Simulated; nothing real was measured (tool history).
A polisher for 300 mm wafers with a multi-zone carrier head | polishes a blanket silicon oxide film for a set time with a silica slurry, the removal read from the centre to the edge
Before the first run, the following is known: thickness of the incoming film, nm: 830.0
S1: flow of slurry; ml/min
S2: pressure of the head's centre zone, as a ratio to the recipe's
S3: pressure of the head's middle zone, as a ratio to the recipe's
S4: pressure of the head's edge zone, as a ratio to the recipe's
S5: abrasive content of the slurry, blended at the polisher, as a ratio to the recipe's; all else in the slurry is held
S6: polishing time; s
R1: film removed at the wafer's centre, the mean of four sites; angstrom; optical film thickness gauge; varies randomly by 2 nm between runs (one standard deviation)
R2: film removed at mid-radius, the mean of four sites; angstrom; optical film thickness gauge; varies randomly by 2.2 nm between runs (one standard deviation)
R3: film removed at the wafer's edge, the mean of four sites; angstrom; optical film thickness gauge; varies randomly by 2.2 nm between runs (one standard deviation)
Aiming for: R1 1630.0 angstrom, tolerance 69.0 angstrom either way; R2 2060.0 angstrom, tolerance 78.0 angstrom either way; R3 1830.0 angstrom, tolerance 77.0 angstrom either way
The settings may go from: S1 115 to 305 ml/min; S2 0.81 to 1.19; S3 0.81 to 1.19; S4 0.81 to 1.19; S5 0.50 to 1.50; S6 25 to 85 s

run	day	S1	S2	S3	S4	S5	S6	R1	R2	R3
1	0.000	195	1.00	1.00	1.00	1.00	55	2643.6	2632.3	2635.2
2	0.142	190	0.95	1.02	0.97	0.85	54	2229.1	2448.2	2410.6
3	0.488	190	0.94	1.04	0.94	0.75	53	2084.9	2277.4	2140.5
4	0.667	180	0.91	1.04	0.91	0.70	53	1955.3	2255.4	2067.0
5	1.008	180	0.91	1.04	0.91	0.80	53	2087.9	2358.1	2167.2
6	1.179	180	0.91	1.04	0.91	0.80	42	1639.5	1881.1	1790.6
7	1.408	185	0.90	1.06	0.91	0.80	42	1669.7	1938.4	1745.7
8	1.612	185	0.88	1.07	0.93	0.80	42	1618.9	1952.6	1801.6
9	1.825	190	0.88	1.08	0.93	0.80	42	1617.3	1979.3	1790.1

4 next moves are on the table. One of them brings every result within its allowed miss. Which?
A	2.038	195	0.90	0.99	0.98	0.75	44	?	?	?
B	2.038	170	0.88	1.04	0.94	0.75	44	?	?	?
C	2.038	210	0.81	1.03	0.82	1.00	41	?	?	?
D	2.038	145	0.88	1.03	0.95	0.75	45	?	?	?

move	R1	R2	R3
A	1675.4	1845.8	1852.6
B	1609.0	1891.0	1791.6
C	1630.8	2049.2	1826.6
D	1604.7	1875.7	1812.0
A: moves away from the targets compared with the last run
B: moves away from the targets compared with the last run
C: all results land within tolerance of their targets
D: moves away from the targets compared with the last run
Correct choice: C, which meets every target
